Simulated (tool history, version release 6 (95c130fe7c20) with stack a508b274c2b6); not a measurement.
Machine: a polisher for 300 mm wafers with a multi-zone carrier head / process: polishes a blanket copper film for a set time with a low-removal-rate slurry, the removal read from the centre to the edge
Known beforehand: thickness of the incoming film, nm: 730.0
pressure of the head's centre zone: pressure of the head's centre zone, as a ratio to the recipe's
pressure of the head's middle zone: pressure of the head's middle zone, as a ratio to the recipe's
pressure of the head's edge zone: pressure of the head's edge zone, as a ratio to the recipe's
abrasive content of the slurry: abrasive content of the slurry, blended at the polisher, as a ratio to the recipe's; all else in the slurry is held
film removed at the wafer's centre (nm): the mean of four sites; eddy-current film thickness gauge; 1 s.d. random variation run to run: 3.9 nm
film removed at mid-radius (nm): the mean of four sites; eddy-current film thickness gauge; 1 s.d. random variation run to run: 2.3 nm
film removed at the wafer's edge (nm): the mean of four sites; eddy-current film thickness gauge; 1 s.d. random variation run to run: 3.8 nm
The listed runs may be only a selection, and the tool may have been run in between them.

run,hour,flow of slurry (ml/min),pressure of the head's centre zone,pressure of the head's middle zone,pressure of the head's edge zone,abrasive content of the slurry,polishing time (s),film removed at the wafer's centre (nm),film removed at mid-radius (nm),film removed at the wafer's edge (nm)
1,0.0,185,1.00,1.00,1.00,1.00,77,213.67,223.09,222.55
2,1.7,185,1.00,1.00,1.00,1.00,70,194.20,201.81,195.29
3,9.5,190,1.01,1.01,1.02,1.10,72,206.20,212.31,214.05
4,11.5,190,1.01,1.01,1.06,1.10,72,208.79,214.87,217.50
5,18.5,190,1.01,1.01,1.00,1.10,72,203.36,214.28,209.39
6,26.1,195,1.03,1.03,1.02,1.15,73,216.79,219.78,211.98
7,33.1,200,1.03,1.04,1.04,1.20,75,227.09,228.48,232.62
8,35.5,205,1.04,1.06,1.04,1.25,76,234.93,238.16,229.57
9,36.4,210,1.04,1.07,1.06,1.30,77,238.41,243.04,247.62
10,41.2,215,1.05,1.09,1.06,1.35,78,243.23,253.94,239.42
11,43.8,220,1.05,1.09,1.07,1.35,79,250.65,256.52,252.65
12,48.8,225,1.05,1.10,1.08,1.35,79,252.01,257.33,252.44
13,57.1,225,1.05,1.11,1.09,1.35,79,248.61,258.07,252.09
14,59.2,225,1.05,1.11,1.09,1.35,80,259.31,264.98,262.80
15,60.2,230,1.05,1.12,1.09,1.35,80,256.00,269.13,257.55
16,62.9,235,1.05,1.12,1.10,1.35,80,251.82,264.70,257.86
17,71.1,235,1.06,1.12,1.10,1.35,80,254.34,270.56,256.94

For run 18, what comes out?
18,74.8,235,1.07,1.12,1.11,1.35,80,?,?,?

{"run 18": {"film removed at the wafer's centre (nm)": 264.22, "film removed at mid-radius (nm)": 268.09, "film removed at the wafer's edge (nm)": 263.14}}

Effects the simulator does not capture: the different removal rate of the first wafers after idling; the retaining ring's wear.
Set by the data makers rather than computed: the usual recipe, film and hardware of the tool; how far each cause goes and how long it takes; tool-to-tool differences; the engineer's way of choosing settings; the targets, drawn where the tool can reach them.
